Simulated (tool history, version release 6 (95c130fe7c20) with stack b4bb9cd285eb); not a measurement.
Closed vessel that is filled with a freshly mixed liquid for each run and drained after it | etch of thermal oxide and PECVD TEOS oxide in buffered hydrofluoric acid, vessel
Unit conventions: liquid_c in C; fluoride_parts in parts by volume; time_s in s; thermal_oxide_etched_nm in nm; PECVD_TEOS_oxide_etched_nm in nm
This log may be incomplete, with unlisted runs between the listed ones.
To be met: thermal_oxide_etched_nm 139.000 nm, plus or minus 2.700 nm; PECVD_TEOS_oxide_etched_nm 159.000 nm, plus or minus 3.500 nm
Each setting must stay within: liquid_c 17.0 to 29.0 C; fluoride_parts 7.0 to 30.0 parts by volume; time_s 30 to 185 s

{"run": 1, "day": 0.0, "liquid_c": 21.0, "fluoride_parts": 19.0, "time_s": 95, "thermal_oxide_etched_nm": 53.191, "PECVD_TEOS_oxide_etched_nm": 60.654}
{"run": 2, "day": 0.283, "liquid_c": 21.0, "fluoride_parts": 15.0, "time_s": 95, "thermal_oxide_etched_nm": 66.988, "PECVD_TEOS_oxide_etched_nm": 77.1}
{"run": 3, "day": 0.492, "liquid_c": 21.0, "fluoride_parts": 13.0, "time_s": 95, "thermal_oxide_etched_nm": 77.245, "PECVD_TEOS_oxide_etched_nm": 88.333}
{"run": 4, "day": 0.546, "liquid_c": 23.0, "fluoride_parts": 12.5, "time_s": 95, "thermal_oxide_etched_nm": 89.308, "PECVD_TEOS_oxide_etched_nm": 101.45}
{"run": 5, "day": 0.808, "liquid_c": 23.0, "fluoride_parts": 10.0, "time_s": 95, "thermal_oxide_etched_nm": 112.15, "PECVD_TEOS_oxide_etched_nm": 127.91}
{"run": 6, "day": 1.038, "liquid_c": 23.0, "fluoride_parts": 10.0, "time_s": 110, "thermal_oxide_etched_nm": 128.93, "PECVD_TEOS_oxide_etched_nm": 147.85}
{"run": 7, "day": 1.425, "liquid_c": 23.5, "fluoride_parts": 10.0, "time_s": 110, "thermal_oxide_etched_nm": 131.71, "PECVD_TEOS_oxide_etched_nm": 152.59}
{"run": 8, "day": 1.621, "liquid_c": 24.0, "fluoride_parts": 10.0, "time_s": 110, "thermal_oxide_etched_nm": 135.69, "PECVD_TEOS_oxide_etched_nm": 155.75}

Exactly one of the 4 candidate moves below puts every result within its allowed miss. Which one?
{"run": "A", "day": 1.817, "liquid_c": 26.5, "fluoride_parts": 12.5, "time_s": 115, "thermal_oxide_etched_nm": "?", "PECVD_TEOS_oxide_etched_nm": "?"}
{"run": "B", "day": 1.817, "liquid_c": 21.0, "fluoride_parts": 8.0, "time_s": 110, "thermal_oxide_etched_nm": "?", "PECVD_TEOS_oxide_etched_nm": "?"}
{"run": "C", "day": 1.817, "liquid_c": 23.5, "fluoride_parts": 10.5, "time_s": 115, "thermal_oxide_etched_nm": "?", "PECVD_TEOS_oxide_etched_nm": "?"}
{"run": "D", "day": 1.817, "liquid_c": 26.0, "fluoride_parts": 9.0, "time_s": 90, "thermal_oxide_etched_nm": "?", "PECVD_TEOS_oxide_etched_nm": "?"}

move=A thermal_oxide_etched_nm=130.960 PECVD_TEOS_oxide_etched_nm=149.760
move=B thermal_oxide_etched_nm=140.010 PECVD_TEOS_oxide_etched_nm=160.120
move=C thermal_oxide_etched_nm=131.950 PECVD_TEOS_oxide_etched_nm=150.900
move=D thermal_oxide_etched_nm=132.500 PECVD_TEOS_oxide_etched_nm=151.540
A: misses by more than the last run did
B: meets every target
C: misses by more than the last run did
D: misses by more than the last run did
Move B is the one to make.
